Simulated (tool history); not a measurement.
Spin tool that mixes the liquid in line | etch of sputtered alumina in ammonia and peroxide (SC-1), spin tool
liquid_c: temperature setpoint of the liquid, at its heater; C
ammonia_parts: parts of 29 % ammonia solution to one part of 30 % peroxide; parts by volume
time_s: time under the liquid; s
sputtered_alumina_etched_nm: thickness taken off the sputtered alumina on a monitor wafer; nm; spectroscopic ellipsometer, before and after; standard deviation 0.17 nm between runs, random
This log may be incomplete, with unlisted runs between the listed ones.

run 1 hour=0 | liquid_c=51 ammonia_parts=0.6 time_s=280 | sputtered_alumina_etched_nm=15.024
run 2 hour=3.8 | liquid_c=51 ammonia_parts=0.7 time_s=280 | sputtered_alumina_etched_nm=15.575
run 3 hour=5.9 | liquid_c=52 ammonia_parts=0.7 time_s=280 | sputtered_alumina_etched_nm=16.502
run 4 hour=10.1 | liquid_c=45 ammonia_parts=0.7 time_s=280 | sputtered_alumina_etched_nm=10.969
run 5 hour=15 | liquid_c=45 ammonia_parts=0.6 time_s=280 | sputtered_alumina_etched_nm=10.733
run 6 hour=21.7 | liquid_c=45 ammonia_parts=0.75 time_s=280 | sputtered_alumina_etched_nm=11.158

For run 7, what comes out?
run 7 hour=28.1 | liquid_c=47.5 ammonia_parts=0.75 time_s=280 | sputtered_alumina_etched_nm=?

{"run 7": {"sputtered_alumina_etched_nm": 12.76}}

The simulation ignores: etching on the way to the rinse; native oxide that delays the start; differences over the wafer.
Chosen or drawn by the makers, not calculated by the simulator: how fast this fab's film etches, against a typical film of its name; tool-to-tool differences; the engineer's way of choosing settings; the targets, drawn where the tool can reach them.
